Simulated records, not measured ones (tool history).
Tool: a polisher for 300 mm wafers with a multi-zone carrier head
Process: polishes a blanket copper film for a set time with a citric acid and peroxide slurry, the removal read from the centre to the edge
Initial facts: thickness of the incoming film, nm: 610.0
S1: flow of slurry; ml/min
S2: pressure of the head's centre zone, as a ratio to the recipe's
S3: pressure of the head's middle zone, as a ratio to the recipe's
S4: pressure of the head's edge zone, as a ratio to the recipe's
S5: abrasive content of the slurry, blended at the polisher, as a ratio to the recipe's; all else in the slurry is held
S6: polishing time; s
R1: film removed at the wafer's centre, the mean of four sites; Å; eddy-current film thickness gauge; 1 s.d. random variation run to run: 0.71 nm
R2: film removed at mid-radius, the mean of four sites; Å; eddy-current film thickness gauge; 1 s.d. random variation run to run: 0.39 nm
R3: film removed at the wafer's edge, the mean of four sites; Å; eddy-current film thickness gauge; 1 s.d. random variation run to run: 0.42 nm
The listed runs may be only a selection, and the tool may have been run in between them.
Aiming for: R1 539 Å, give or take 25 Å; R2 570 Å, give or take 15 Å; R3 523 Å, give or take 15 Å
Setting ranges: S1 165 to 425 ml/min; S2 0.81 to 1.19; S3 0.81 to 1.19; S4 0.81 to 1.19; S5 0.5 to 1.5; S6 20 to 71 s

{"run": 1, "hour": 0.0, "S1": 275, "S2": 1, "S3": 1, "S4": 1, "S5": 1, "S6": 45, "R1": 913.91, "R2": 933.23, "R3": 903.27}
{"run": 2, "hour": 7.8, "S1": 245, "S2": 1, "S3": 1, "S4": 1, "S5": 1, "S6": 45, "R1": 890.86, "R2": 928.36, "R3": 897.83}
{"run": 3, "hour": 9.4, "S1": 245, "S2": 1, "S3": 1, "S4": 1, "S5": 1.15, "S6": 45, "R1": 920.86, "R2": 939.19, "R3": 936.39}
{"run": 4, "hour": 15.8, "S1": 245, "S2": 0.98, "S3": 0.97, "S4": 0.96, "S5": 0.95, "S6": 40, "R1": 767.19, "R2": 790.76, "R3": 771.46}
{"run": 5, "hour": 17.8, "S1": 245, "S2": 0.98, "S3": 0.97, "S4": 0.96, "S5": 0.95, "S6": 31, "R1": 589.11, "R2": 617.75, "R3": 601.63}
{"run": 6, "hour": 23.0, "S1": 195, "S2": 0.98, "S3": 0.97, "S4": 0.96, "S5": 0.95, "S6": 31, "R1": 582.77, "R2": 595.32, "R3": 596.98}
{"run": 7, "hour": 24.6, "S1": 195, "S2": 0.97, "S3": 0.97, "S4": 0.92, "S5": 0.85, "S6": 31, "R1": 550.29, "R2": 576.86, "R3": 576.49}
{"run": 8, "hour": 28.4, "S1": 195, "S2": 0.97, "S3": 0.97, "S4": 0.92, "S5": 0.85, "S6": 31, "R1": 550.81, "R2": 571.66, "R3": 571.53}
{"run": 9, "hour": 30.1, "S1": 205, "S2": 0.98, "S3": 0.99, "S4": 0.89, "S5": 0.8, "S6": 31, "R1": 563.91, "R2": 581.29, "R3": 546.53}
{"run": 10, "hour": 37.3, "S1": 200, "S2": 0.97, "S3": 1, "S4": 0.88, "S5": 0.8, "S6": 31, "R1": 550.69, "R2": 592.28, "R3": 555.03}

Consider the 5 candidate settings below. Which is the only one whose results all fall within their allowed miss of target?
{"run": "A", "hour": 44.5, "S1": 165, "S2": 0.97, "S3": 1, "S4": 0.89, "S5": 0.95, "S6": 31, "R1": "?", "R2": "?", "R3": "?"}
{"run": "B", "hour": 44.5, "S1": 270, "S2": 0.94, "S3": 0.98, "S4": 0.84, "S5": 0.65, "S6": 31, "R1": "?", "R2": "?", "R3": "?"}
{"run": "C", "hour": 44.5, "S1": 185, "S2": 1, "S3": 1.1, "S4": 0.84, "S5": 0.85, "S6": 30, "R1": "?", "R2": "?", "R3": "?"}
{"run": "D", "hour": 44.5, "S1": 185, "S2": 0.94, "S3": 0.95, "S4": 0.91, "S5": 0.75, "S6": 32, "R1": "?", "R2": "?", "R3": "?"}
{"run": "E", "hour": 44.5, "S1": 165, "S2": 0.98, "S3": 0.95, "S4": 0.92, "S5": 0.9, "S6": 31, "R1": "?", "R2": "?", "R3": "?"}

move=A R1=572.69 R2=598.32 R3=560.83
move=B R1=542.51 R2=566.82 R3=522.16
move=C R1=561.68 R2=620.25 R3=523.04
move=D R1=553.36 R2=566.08 R3=556.16
move=E R1=569.1 R2=565.24 R3=559.89
A: lands further from the targets than the last run did
B: in spec on every target
C: gets the furthest-off result to its target, but another result is out of tolerance
D: no better and no worse than the last run
E: lands further from the targets than the last run did
The right move is B.
